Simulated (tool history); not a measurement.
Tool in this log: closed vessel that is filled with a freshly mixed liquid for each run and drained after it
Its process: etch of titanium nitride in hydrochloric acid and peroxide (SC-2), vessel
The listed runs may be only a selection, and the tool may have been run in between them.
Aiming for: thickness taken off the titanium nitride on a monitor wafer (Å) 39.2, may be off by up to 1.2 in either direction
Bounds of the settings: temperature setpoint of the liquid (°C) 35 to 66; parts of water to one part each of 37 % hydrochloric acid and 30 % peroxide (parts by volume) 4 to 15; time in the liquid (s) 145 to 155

run  hour  temperature setpoint of the liquid (°C)  parts of water to one part each of 37 % hydrochloric acid and 30 % peroxide (parts by volume)  time in the liquid (s)  thickness taken off the titanium nitride on a monitor wafer (Å)
  1     0                                       50                                                                                            8.5                     145                                                           66.039
  2   8.4                                       44                                                                                            8.5                     145                                                           43.802
  3  12.2                                     49.5                                                                                            8.5                     145                                                           63.957
  4  16.4                                     45.5                                                                                            8.5                     145                                                           48.499
  5  23.2                                       49                                                                                            8.5                     145                                                           61.706
  6  28.3                                       45                                                                                            8.5                     145                                                           47.151
  7    32                                     44.5                                                                                            8.5                     145                                                           46.389
  8  34.1                                       44                                                                                            8.5                     145                                                           44.363

Which single option among these 4 for the next run brings every result within its allowed miss of target? Just one does.
  A  36.2                                       46                                                                                            7.5                     145                                                                ?
  B  36.2                                     42.5                                                                                            9.5                     155                                                                ?
  C  36.2                                       42                                                                                              9                     145                                                                ?
  D  36.2                                     45.5                                                                                            9.5                     155                                                                ?

move  thickness taken off the titanium nitride on a monitor wafer (Å)
   A                                                           55.767
   B                                                           38.641
   C                                                           36.496
   D                                                            47.56
A: misses by more than the last run did
B: all results in spec
C: moves the result that the last run missed by most past its target, out the other side
D: misses by more than the last run did
Go with B: it meets all targets.
